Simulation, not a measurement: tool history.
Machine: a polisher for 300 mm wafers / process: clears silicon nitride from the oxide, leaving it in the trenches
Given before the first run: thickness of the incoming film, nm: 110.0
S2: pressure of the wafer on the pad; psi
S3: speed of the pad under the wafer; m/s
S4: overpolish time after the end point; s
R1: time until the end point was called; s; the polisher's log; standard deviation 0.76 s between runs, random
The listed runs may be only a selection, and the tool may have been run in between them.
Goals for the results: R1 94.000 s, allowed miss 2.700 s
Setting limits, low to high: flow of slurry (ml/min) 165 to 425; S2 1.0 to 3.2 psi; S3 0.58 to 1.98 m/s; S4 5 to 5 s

Run 1, hour 0.0: flow of slurry (ml/min) 275, S2 2.1 psi, S3 1.28 m/s, S4 5 s. Result: R1 140.720 s.
Run 2, hour 3.3: flow of slurry (ml/min) 275, S2 2.2 psi, S3 1.28 m/s, S4 5 s. Result: R1 135.100 s.
Run 3, hour 9.1: flow of slurry (ml/min) 275, S2 1.7 psi, S3 1.28 m/s, S4 5 s. Result: R1 174.250 s.
Run 4, hour 17.6: flow of slurry (ml/min) 275, S2 1.5 psi, S3 1.28 m/s, S4 5 s. Result: R1 191.970 s.
Run 5, hour 25.6: flow of slurry (ml/min) 275, S2 1.5 psi, S3 1.02 m/s, S4 5 s. Result: R1 242.140 s.
Run 6, hour 31.4: flow of slurry (ml/min) 275, S2 1.8 psi, S3 1.04 m/s, S4 5 s. Result: R1 203.820 s.
Run 7, hour 35.4: flow of slurry (ml/min) 275, S2 2.0 psi, S3 1.06 m/s, S4 5 s. Result: R1 178.750 s.
Run 8, hour 36.4: flow of slurry (ml/min) 275, S2 2.2 psi, S3 1.06 m/s, S4 5 s. Result: R1 162.260 s.
Run 9, hour 45.4: flow of slurry (ml/min) 275, S2 2.4 psi, S3 1.06 m/s, S4 5 s. Result: R1 149.190 s.
Run 10, hour 52.4: flow of slurry (ml/min) 275, S2 2.4 psi, S3 1.06 m/s, S4 5 s. Result: R1 148.220 s.
Run 11, hour 54.4: flow of slurry (ml/min) 275, S2 2.4 psi, S3 1.06 m/s, S4 5 s. Result: R1 149.990 s.

Of the 5 settings listed for the next run, only one would bring every result within its allowed miss of target. Which one?
Run A, hour 56.4: flow of slurry (ml/min) 285, S2 2.7 psi, S3 1.34 m/s, S4 5 s. Result: R1 ?.
Run B, hour 56.4: flow of slurry (ml/min) 315, S2 1.9 psi, S3 0.98 m/s, S4 5 s. Result: R1 ?.
Run C, hour 56.4: flow of slurry (ml/min) 230, S2 2.8 psi, S3 1.48 m/s, S4 5 s. Result: R1 ?.
Run D, hour 56.4: flow of slurry (ml/min) 235, S2 3.2 psi, S3 0.98 m/s, S4 5 s. Result: R1 ?.
Run E, hour 56.4: flow of slurry (ml/min) 250, S2 2.0 psi, S3 0.88 m/s, S4 5 s. Result: R1 ?.

move       R1
   A  106.120
   B  200.560
   C   94.621
   D  123.520
   E  215.410
A: an improvement on the last run, though not all results are within tolerance
B: moves away from the targets compared with the last run
C: meets every target
D: an improvement on the last run, though not all results are within tolerance
E: moves away from the targets compared with the last run
The move that meets every target is C.

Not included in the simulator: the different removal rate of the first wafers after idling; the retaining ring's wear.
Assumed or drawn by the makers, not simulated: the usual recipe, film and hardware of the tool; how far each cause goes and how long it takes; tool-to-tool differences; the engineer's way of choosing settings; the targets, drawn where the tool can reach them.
